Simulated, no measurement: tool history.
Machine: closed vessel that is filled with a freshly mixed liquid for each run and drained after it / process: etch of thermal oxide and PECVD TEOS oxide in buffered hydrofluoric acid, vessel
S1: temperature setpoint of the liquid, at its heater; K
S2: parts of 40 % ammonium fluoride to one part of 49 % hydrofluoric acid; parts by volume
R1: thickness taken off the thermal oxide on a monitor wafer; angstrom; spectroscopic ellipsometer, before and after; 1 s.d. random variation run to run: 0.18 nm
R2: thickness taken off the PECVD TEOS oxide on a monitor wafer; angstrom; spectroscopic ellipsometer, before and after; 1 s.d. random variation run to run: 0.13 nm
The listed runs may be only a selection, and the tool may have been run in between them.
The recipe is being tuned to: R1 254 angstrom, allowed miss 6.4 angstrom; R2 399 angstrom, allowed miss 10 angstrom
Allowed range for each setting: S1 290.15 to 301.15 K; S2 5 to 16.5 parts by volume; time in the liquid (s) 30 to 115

{"run": 1, "hour": 0.0, "S1": 293.15, "S2": 10, "time in the liquid (s)": 60, "R1": 564.82, "R2": 883.67}
{"run": 2, "hour": 7.3, "S1": 296.15, "S2": 10, "time in the liquid (s)": 60, "R1": 670.87, "R2": 1045.7}
{"run": 3, "hour": 9.9, "S1": 294.15, "S2": 12.5, "time in the liquid (s)": 60, "R1": 479.11, "R2": 755.08}
{"run": 4, "hour": 12.4, "S1": 292.65, "S2": 14, "time in the liquid (s)": 60, "R1": 396.16, "R2": 624.31}
{"run": 5, "hour": 14.5, "S1": 291.65, "S2": 15, "time in the liquid (s)": 60, "R1": 348.09, "R2": 546.78}
{"run": 6, "hour": 20.9, "S1": 291.15, "S2": 15.5, "time in the liquid (s)": 60, "R1": 333.81, "R2": 517.17}
{"run": 7, "hour": 28.7, "S1": 291.15, "S2": 16, "time in the liquid (s)": 55, "R1": 288.6, "R2": 459.9}
{"run": 8, "hour": 31.2, "S1": 290.65, "S2": 16, "time in the liquid (s)": 55, "R1": 281.19, "R2": 445.19}
{"run": 9, "hour": 40.0, "S1": 290.15, "S2": 16.5, "time in the liquid (s)": 55, "R1": 266.07, "R2": 419.31}
{"run": 10, "hour": 43.2, "S1": 290.15, "S2": 16.5, "time in the liquid (s)": 50, "R1": 244.99, "R2": 379.46}

Consider the 4 candidate settings below. Which is the only one whose results all fall within their allowed miss of target?
{"run": "A", "hour": 46.4, "S1": 291.65, "S2": 14.5, "time in the liquid (s)": 45, "R1": "?", "R2": "?"}
{"run": "B", "hour": 46.4, "S1": 290.65, "S2": 14.5, "time in the liquid (s)": 45, "R1": "?", "R2": "?"}
{"run": "C", "hour": 46.4, "S1": 291.15, "S2": 16.5, "time in the liquid (s)": 45, "R1": "?", "R2": "?"}
{"run": "D", "hour": 46.4, "S1": 290.65, "S2": 13.5, "time in the liquid (s)": 45, "R1": "?", "R2": "?"}

move=A R1=265.64 R2=421.6
move=B R1=250.97 R2=398.32
move=C R1=227.36 R2=360.85
move=D R1=269.22 R2=427.3
A: carries the result that was furthest off beyond its target, to the other side
B: every result lands within tolerance
C: further off than the last run
D: carries the result that was furthest off beyond its target, to the other side
Answer: B
